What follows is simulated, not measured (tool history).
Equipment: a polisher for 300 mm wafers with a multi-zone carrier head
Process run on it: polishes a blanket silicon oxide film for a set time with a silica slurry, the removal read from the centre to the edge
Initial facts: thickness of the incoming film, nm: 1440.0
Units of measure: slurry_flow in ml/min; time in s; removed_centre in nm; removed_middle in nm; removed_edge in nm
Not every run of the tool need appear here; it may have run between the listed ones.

| run | hour | slurry_flow | centre_zone | middle_zone | edge_zone | slurry_solids | time | removed_centre | removed_middle | removed_edge |
|---|---|---|---|---|---|---|---|---|---|---|
| 1 | 0 | 270 | 1 | 1 | 1 | 1 | 32 | 77.831 | 77.784 | 78.463 |
| 2 | 1.4 | 225 | 1 | 1 | 1 | 1 | 32 | 75.543 | 79.974 | 77.473 |
| 3 | 8 | 225 | 1 | 1 | 1 | 1 | 39 | 93.948 | 93.277 | 93.045 |
| 4 | 11.3 | 225 | 1 | 1.08 | 1 | 1 | 39 | 90.981 | 100.1 | 93.958 |
| 5 | 12.5 | 225 | 1 | 1.02 | 1 | 1 | 39 | 92.142 | 96.56 | 93.778 |
| 6 | 19.9 | 225 | 1.06 | 1.02 | 1 | 1 | 39 | 97.749 | 94.662 | 94.252 |
| 7 | 20.6 | 225 | 1.06 | 1 | 0.99 | 0.95 | 39 | 96.454 | 92.948 | 90.496 |
| 8 | 21.2 | 225 | 1.05 | 0.98 | 0.99 | 0.95 | 39 | 95.079 | 93.351 | 92.558 |
| 9 | 24.6 | 235 | 1.06 | 0.96 | 0.99 | 0.9 | 39 | 94.231 | 89.886 | 89.979 |
| 10 | 33.3 | 240 | 1.06 | 0.94 | 0.99 | 0.9 | 39 | 94.068 | 86.019 | 90.83 |

Predict the results of run 11:
| 11 | 35.2 | 240 | 1.06 | 0.94 | 0.98 | 0.9 | 39 | ? | ? | ? |

removed_centre: 94.543 nm
removed_middle: 87.295 nm
removed_edge: 90.368 nm
